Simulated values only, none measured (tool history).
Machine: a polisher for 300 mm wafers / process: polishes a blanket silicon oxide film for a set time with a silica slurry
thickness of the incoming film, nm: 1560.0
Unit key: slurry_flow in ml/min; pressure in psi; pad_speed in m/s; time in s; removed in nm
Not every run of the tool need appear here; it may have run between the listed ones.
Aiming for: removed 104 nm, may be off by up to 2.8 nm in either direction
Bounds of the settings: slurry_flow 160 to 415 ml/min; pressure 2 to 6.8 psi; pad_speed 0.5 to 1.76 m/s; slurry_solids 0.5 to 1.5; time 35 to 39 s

run    day  slurry_flow  pressure  pad_speed  slurry_solids  time  removed
  1      0          265       4.4       1.12              1    39    143.9
  2  0.262          265       4.4       1.26              1    39   153.81
  3  0.467          265       4.4       1.26              1    39   155.61
  4  0.583          265       4.4       1.26              1    39   157.19
  5  0.771          265       4.4       1.46              1    39   169.35
  6  1.029          265       4.4       1.46            0.9    39   164.39
  7  1.275          255       3.2       1.44            0.9    39   120.12
  8  1.621          250       3.1       1.44            0.9    39   113.67

5 next moves are on the table. One of them brings every result within its allowed miss. Which?
  A  1.967          310       3.3       1.28           0.85    38        ?
  B  1.967          290       2.5       1.48              1    37        ?
  C  1.967          315         3       1.28            1.3    35        ?
  D  1.967          165       3.2        1.3            0.9    39        ?
  E  1.967          265       2.8        1.5            0.9    35        ?

move  removed
   A   109.22
   B   94.976
   C   108.27
   D   103.18
   E   95.878
A: better than the last run, though not everything is in spec
B: carries the result that was furthest off beyond its target, to the other side
C: better than the last run, though not everything is in spec
D: each result inside its tolerance
E: carries the result that was furthest off beyond its target, to the other side
So the answer is move D, the one that meets all the targets.
